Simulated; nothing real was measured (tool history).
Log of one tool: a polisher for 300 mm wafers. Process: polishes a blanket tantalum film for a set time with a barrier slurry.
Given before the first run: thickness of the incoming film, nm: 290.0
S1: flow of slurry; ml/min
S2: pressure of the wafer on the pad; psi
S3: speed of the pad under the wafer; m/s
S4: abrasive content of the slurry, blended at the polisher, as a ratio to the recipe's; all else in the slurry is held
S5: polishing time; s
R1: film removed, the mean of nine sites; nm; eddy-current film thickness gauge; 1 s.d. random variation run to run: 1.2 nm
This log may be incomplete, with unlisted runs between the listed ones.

run	day	S1	S2	S3	S4	S5	R1
1	0.000	265	2.2	1.02	1.0	73	134.080
2	0.175	265	1.8	1.02	1.0	73	115.770
3	0.533	265	1.5	1.02	1.0	73	101.500
4	0.662	300	1.5	1.02	1.0	73	99.991
5	0.858	300	1.4	1.02	1.0	73	97.143
6	0.917	300	1.4	1.02	1.0	77	103.570
7	0.983	300	1.3	1.00	1.0	77	94.231

For run 8, what comes out?
8	1.188	300	1.2	1.00	1.0	77	?

Logged for run 8: R1 87.385 nm.
